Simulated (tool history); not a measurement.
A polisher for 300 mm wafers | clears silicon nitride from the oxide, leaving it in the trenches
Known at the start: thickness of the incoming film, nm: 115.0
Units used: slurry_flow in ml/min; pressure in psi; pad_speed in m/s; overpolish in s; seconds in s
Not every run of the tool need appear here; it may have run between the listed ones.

Run 1, day 0.000: slurry_flow 295 ml/min, pressure 3.0 psi, pad_speed 1.18 m/s, overpolish 41 s. Result: seconds 89.511 s.
Run 2, day 0.125: slurry_flow 360 ml/min, pressure 3.0 psi, pad_speed 1.18 m/s, overpolish 41 s. Result: seconds 88.514 s.
Run 3, day 0.279: slurry_flow 360 ml/min, pressure 2.7 psi, pad_speed 1.16 m/s, overpolish 41 s. Result: seconds 98.579 s.
Run 4, day 0.371: slurry_flow 290 ml/min, pressure 2.7 psi, pad_speed 1.16 m/s, overpolish 41 s. Result: seconds 101.780 s.
At day 0.671: head pressure recalibrated.
Run 5, day 0.671: slurry_flow 220 ml/min, pressure 2.7 psi, pad_speed 1.16 m/s, overpolish 41 s. Result: seconds 112.820 s.
Run 6, day 0.846: slurry_flow 285 ml/min, pressure 2.7 psi, pad_speed 1.16 m/s, overpolish 41 s. Result: seconds 110.350 s.
Run 7, day 1.083: slurry_flow 285 ml/min, pressure 2.0 psi, pad_speed 1.14 m/s, overpolish 41 s. Result: seconds 148.660 s.
Run 8, day 1.262: slurry_flow 290 ml/min, pressure 2.0 psi, pad_speed 1.14 m/s, overpolish 41 s. Result: seconds 149.330 s.

What does the tool deliver on the next run?
Run 9, day 1.512: slurry_flow 295 ml/min, pressure 2.0 psi, pad_speed 1.14 m/s, overpolish 41 s. Result: seconds ?.

seconds: 145.590 s
